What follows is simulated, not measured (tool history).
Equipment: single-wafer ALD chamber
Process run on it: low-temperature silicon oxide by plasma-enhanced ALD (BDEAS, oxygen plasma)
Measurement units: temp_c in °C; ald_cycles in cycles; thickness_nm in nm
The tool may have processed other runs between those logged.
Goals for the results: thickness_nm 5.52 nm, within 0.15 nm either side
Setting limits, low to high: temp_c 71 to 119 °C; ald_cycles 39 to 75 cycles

run,hour,temp_c,ald_cycles,thickness_nm
1,0,95,57,7.751
2,2.8,97,54,7.2676
3,9.5,87,54,7.5504
4,12.3,93,54,7.3658
5,20.8,93,61,8.3852
6,22.6,95,57,7.7987
7,23.5,96,54,7.3863
8,25.2,99,51,6.8435
9,32.2,100,49,6.5376
10,39.2,109,40,5.2523
11,46.8,108,40,5.2578
12,55.9,107,40,5.2897
13,58.6,106,40,5.3143

Of the 4 settings listed for the next run, only one would bring every result within its allowed miss of target. Which one?
A,61.3,118,40,?
B,61.3,93,40,?
C,61.3,100,39,?
D,61.3,107,39,?

move,thickness_nm
A,5.1851
B,5.4797
C,5.2181
D,5.1533
A: lands further from the targets than the last run did
B: each result inside its tolerance
C: lands further from the targets than the last run did
D: lands further from the targets than the last run did
B is the move that brings every result within its allowed miss.

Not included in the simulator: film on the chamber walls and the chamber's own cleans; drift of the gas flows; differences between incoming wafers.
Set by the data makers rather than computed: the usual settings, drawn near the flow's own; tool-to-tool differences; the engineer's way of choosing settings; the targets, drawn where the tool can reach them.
